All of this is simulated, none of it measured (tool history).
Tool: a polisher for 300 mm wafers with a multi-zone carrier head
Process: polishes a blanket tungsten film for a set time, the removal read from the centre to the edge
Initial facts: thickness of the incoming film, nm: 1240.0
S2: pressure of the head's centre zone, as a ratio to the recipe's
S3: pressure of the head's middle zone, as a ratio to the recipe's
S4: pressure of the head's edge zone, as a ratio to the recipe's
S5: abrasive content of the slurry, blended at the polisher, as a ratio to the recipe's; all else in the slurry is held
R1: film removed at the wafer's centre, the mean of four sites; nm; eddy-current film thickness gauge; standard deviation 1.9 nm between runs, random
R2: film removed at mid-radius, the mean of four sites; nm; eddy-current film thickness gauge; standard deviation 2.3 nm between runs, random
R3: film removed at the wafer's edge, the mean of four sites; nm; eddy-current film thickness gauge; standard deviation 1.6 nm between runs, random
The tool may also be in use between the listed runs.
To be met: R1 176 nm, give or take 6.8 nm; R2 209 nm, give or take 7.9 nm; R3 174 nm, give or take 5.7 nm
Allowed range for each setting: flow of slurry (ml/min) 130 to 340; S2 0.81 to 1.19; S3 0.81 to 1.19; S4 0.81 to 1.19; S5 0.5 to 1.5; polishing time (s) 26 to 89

{"run": 1, "hour": 0.0, "flow of slurry (ml/min)": 220, "S2": 1, "S3": 1, "S4": 1, "S5": 1, "polishing time (s)": 57, "R1": 302.11, "R2": 298.63, "R3": 303.41}
{"run": 2, "hour": 2.3, "flow of slurry (ml/min)": 220, "S2": 0.99, "S3": 1.01, "S4": 0.98, "S5": 0.95, "polishing time (s)": 55, "R1": 284.82, "R2": 289.16, "R3": 284.97}
{"run": 3, "hour": 8.8, "flow of slurry (ml/min)": 220, "S2": 0.99, "S3": 1.01, "S4": 0.98, "S5": 0.95, "polishing time (s)": 49, "R1": 251.5, "R2": 252.05, "R3": 251.51}
{"run": 4, "hour": 11.1, "flow of slurry (ml/min)": 240, "S2": 0.99, "S3": 1.01, "S4": 0.98, "S5": 0.95, "polishing time (s)": 49, "R1": 255.12, "R2": 259.25, "R3": 257.18}
{"run": 5, "hour": 15.4, "flow of slurry (ml/min)": 235, "S2": 0.98, "S3": 1.02, "S4": 0.96, "S5": 0.9, "polishing time (s)": 48, "R1": 240.7, "R2": 255.8, "R3": 240.98}
{"run": 6, "hour": 21.8, "flow of slurry (ml/min)": 235, "S2": 0.98, "S3": 1.02, "S4": 0.96, "S5": 0.9, "polishing time (s)": 40, "R1": 199.68, "R2": 206.89, "R3": 200.43}
{"run": 7, "hour": 28.9, "flow of slurry (ml/min)": 230, "S2": 0.97, "S3": 1.03, "S4": 0.95, "S5": 0.9, "polishing time (s)": 40, "R1": 194.76, "R2": 214.58, "R3": 196.58}
{"run": 8, "hour": 35.5, "flow of slurry (ml/min)": 225, "S2": 0.97, "S3": 1.03, "S4": 0.94, "S5": 0.9, "polishing time (s)": 40, "R1": 197.05, "R2": 210.15, "R3": 198.4}
{"run": 9, "hour": 42.1, "flow of slurry (ml/min)": 220, "S2": 0.97, "S3": 1.04, "S4": 0.93, "S5": 0.9, "polishing time (s)": 40, "R1": 196.15, "R2": 213, "R3": 195.98}
{"run": 10, "hour": 50.1, "flow of slurry (ml/min)": 215, "S2": 0.96, "S3": 1.04, "S4": 0.92, "S5": 0.9, "polishing time (s)": 40, "R1": 194.16, "R2": 210.08, "R3": 196.18}
{"run": 11, "hour": 51.5, "flow of slurry (ml/min)": 215, "S2": 0.96, "S3": 1.05, "S4": 0.91, "S5": 0.85, "polishing time (s)": 40, "R1": 190.25, "R2": 207.51, "R3": 187.86}
{"run": 12, "hour": 57.8, "flow of slurry (ml/min)": 215, "S2": 0.95, "S3": 1.06, "S4": 0.9, "S5": 0.85, "polishing time (s)": 40, "R1": 185.38, "R2": 209.21, "R3": 190.81}
{"run": 13, "hour": 61.8, "flow of slurry (ml/min)": 215, "S2": 0.95, "S3": 1.07, "S4": 0.89, "S5": 0.85, "polishing time (s)": 40, "R1": 190.51, "R2": 212.72, "R3": 188.18}
{"run": 14, "hour": 68.8, "flow of slurry (ml/min)": 210, "S2": 0.94, "S3": 1.07, "S4": 0.88, "S5": 0.85, "polishing time (s)": 40, "R1": 185.13, "R2": 210.4, "R3": 186.21}

4 candidate next runs follow, results not yet known. Just one meets every target within its allowed miss. Identify it.
{"run": "A", "hour": 75.8, "flow of slurry (ml/min)": 270, "S2": 0.94, "S3": 1.14, "S4": 0.88, "S5": 0.85, "polishing time (s)": 37, "R1": "?", "R2": "?", "R3": "?"}
{"run": "B", "hour": 75.8, "flow of slurry (ml/min)": 145, "S2": 0.93, "S3": 1.05, "S4": 0.89, "S5": 0.8, "polishing time (s)": 44, "R1": "?", "R2": "?", "R3": "?"}
{"run": "C", "hour": 75.8, "flow of slurry (ml/min)": 220, "S2": 0.89, "S3": 1.19, "S4": 0.93, "S5": 0.85, "polishing time (s)": 37, "R1": "?", "R2": "?", "R3": "?"}
{"run": "D", "hour": 75.8, "flow of slurry (ml/min)": 235, "S2": 0.93, "S3": 1.02, "S4": 0.86, "S5": 0.75, "polishing time (s)": 43, "R1": "?", "R2": "?", "R3": "?"}

move=A R1=177.46 R2=211.03 R3=173.28
move=B R1=190.26 R2=216.5 R3=193.8
move=C R1=164.45 R2=214.06 R3=175.06
move=D R1=193.05 R2=213.58 R3=189.86
A: every result within its allowed miss
B: moves away from the targets compared with the last run
C: brings the last run's worst result on target, with another outside its allowed miss
D: moves away from the targets compared with the last run
The move that meets every target is A.
